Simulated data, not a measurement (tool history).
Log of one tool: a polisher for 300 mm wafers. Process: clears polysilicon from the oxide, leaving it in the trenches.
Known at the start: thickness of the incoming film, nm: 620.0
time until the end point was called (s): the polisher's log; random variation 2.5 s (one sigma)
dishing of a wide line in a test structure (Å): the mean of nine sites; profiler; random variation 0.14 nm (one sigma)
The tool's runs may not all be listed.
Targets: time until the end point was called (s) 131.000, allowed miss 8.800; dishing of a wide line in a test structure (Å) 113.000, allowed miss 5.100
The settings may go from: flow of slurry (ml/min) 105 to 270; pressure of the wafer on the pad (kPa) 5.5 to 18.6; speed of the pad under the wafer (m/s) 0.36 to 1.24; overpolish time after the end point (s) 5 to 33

run	hour	flow of slurry (ml/min)	pressure of the wafer on the pad (kPa)	speed of the pad under the wafer (m/s)	overpolish time after the end point (s)	time until the end point was called (s)	dishing of a wide line in a test structure (Å)
1	0.0	175	11.7	0.80	17	75.330	115.600
2	1.9	175	11.0	0.80	17	76.798	111.330
3	4.7	175	11.0	0.74	17	80.721	115.760
4	12.3	150	11.0	0.74	17	87.039	113.900
5	13.3	150	12.4	0.74	17	74.376	114.420
6	22.1	150	12.4	0.74	11	76.531	112.030
7	25.4	150	9.0	0.66	14	115.770	115.870
8	32.2	140	9.0	0.56	6	126.070	97.986
9	32.9	140	9.0	0.56	7	134.060	105.850
10	35.1	140	9.0	0.56	8	130.330	107.360

4 next moves are on the table. One of them brings every result within its allowed miss. Which?
A	37.3	105	11.7	0.40	15	?	?
B	37.3	120	9.7	0.56	5	?	?
C	37.3	160	9.0	0.48	21	?	?
D	37.3	115	9.7	0.54	12	?	?

move	time until the end point was called (s)	dishing of a wide line in a test structure (Å)
A	159.300	111.740
B	130.090	94.631
C	151.360	112.900
D	135.800	111.320
A: brings the result that was furthest off to its target, and leaves another outside
B: further off than the last run
C: brings the result that was furthest off to its target, and leaves another outside
D: meets every target
Move D is the one to make.
